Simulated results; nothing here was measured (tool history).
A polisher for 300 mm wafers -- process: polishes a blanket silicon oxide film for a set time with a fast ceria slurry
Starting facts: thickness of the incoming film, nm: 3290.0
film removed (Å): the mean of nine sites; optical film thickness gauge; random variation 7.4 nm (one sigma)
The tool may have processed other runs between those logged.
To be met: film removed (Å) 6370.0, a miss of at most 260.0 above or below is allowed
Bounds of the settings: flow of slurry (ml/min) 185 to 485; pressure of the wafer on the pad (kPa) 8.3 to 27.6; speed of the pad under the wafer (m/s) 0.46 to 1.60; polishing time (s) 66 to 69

run,hour,flow of slurry (ml/min),pressure of the wafer on the pad (kPa),speed of the pad under the wafer (m/s),polishing time (s),film removed (Å)
1,0.0,310,17.9,1.02,66,8372.1
2,8.1,310,17.2,1.02,66,8126.2
3,16.1,340,17.2,1.02,66,8299.7
4,16.7,340,20.0,1.02,66,9435.6
5,22.6,340,20.0,1.16,66,10612.0
# hour 29.4: slurry nozzle cleaned
6,29.4,340,18.6,1.16,66,10158.0
7,32.1,340,13.8,1.10,66,7586.4
8,38.2,340,13.1,1.10,66,7149.9

Pick the move, out of 5, that brings all results within their allowed miss; only one does.
A,44.3,375,10.3,1.50,66,?
B,44.3,345,12.4,1.00,69,?
C,44.3,295,13.1,1.12,69,?
D,44.3,330,15.2,1.00,69,?
E,44.3,350,17.9,0.76,69,?

move,film removed (Å)
A,7924.6
B,6472.7
C,7470.9
D,7682.1
E,6872.8
A: moves away from the targets compared with the last run
B: in spec on every target
C: moves away from the targets compared with the last run
D: moves away from the targets compared with the last run
E: an improvement on the last run, though not all results are within tolerance
B meets every target.
